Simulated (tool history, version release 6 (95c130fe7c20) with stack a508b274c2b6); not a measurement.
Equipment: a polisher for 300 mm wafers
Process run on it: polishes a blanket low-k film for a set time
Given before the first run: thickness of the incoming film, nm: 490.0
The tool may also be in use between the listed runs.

run    day  flow of slurry (ml/min)  pressure of the wafer on the pad (psi)  speed of the pad under the wafer (cm/s)  abrasive content of the slurry  polishing time (s)  film removed (angstrom)
  1  0.000                      205                                     1.4                                       98                             1.0                  79                   259.50
  2  0.338                      205                                     1.3                                       98                             1.0                  79                   245.33
  3  0.358                      205                                     1.2                                       98                             1.0                  79                   235.65
  4  0.383                      205                                     1.1                                       96                             1.0                  79                   223.88
  5  0.717                      205                                     1.0                                       94                             1.0                  79                   208.35
  6  1.071                      205                                     1.0                                      112                             1.0                  79                   237.68
  7  1.300                      205                                     1.0                                      108                             1.0                  79                   234.07
  8  1.483                      205                                     1.0                                      104                             1.0                  79                   220.82

Run 9 comes next. What will it give?
  9  1.854                      205                                     1.0                                      102                             1.0                  79                        ?

Run 9 gave film removed (angstrom) 221.85.
